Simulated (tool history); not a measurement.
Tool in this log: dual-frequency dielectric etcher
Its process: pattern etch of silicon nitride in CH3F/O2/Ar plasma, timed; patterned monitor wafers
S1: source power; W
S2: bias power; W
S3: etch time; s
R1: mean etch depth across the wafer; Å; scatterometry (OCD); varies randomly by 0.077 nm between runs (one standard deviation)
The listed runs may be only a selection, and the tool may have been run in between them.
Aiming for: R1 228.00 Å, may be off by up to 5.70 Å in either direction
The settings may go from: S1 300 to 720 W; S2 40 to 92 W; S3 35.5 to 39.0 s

run,hour,S1,S2,S3,R1
1,0.0,510,66,39.0,272.17
2,8.5,550,66,39.0,283.15
3,17.5,510,66,39.0,273.58
4,19.2,510,66,39.0,272.71
5,28.1,450,64,39.0,249.32
6,34.1,430,64,39.0,243.47
7,42.1,410,64,39.0,236.86
8,43.2,410,64,39.0,236.17
# hour 51.0: wet clean of the chamber
9,51.0,370,62,39.0,211.65
10,57.2,390,62,39.0,220.16
11,62.7,390,62,39.0,219.30

Which of these 5 next moves meets every target?
A,68.2,400,64,39.0,?
B,68.2,480,64,37.5,?
C,68.2,460,66,38.0,?
D,68.2,470,68,36.0,?
E,68.2,480,75,35.5,?

move,R1
A,225.19
B,240.76
C,241.67
D,235.01
E,245.41
A: meets every target
B: pushes the last run's worst result past its target
C: pushes the last run's worst result past its target
D: pushes the last run's worst result past its target
E: pushes the last run's worst result past its target
The move that meets every target is A.

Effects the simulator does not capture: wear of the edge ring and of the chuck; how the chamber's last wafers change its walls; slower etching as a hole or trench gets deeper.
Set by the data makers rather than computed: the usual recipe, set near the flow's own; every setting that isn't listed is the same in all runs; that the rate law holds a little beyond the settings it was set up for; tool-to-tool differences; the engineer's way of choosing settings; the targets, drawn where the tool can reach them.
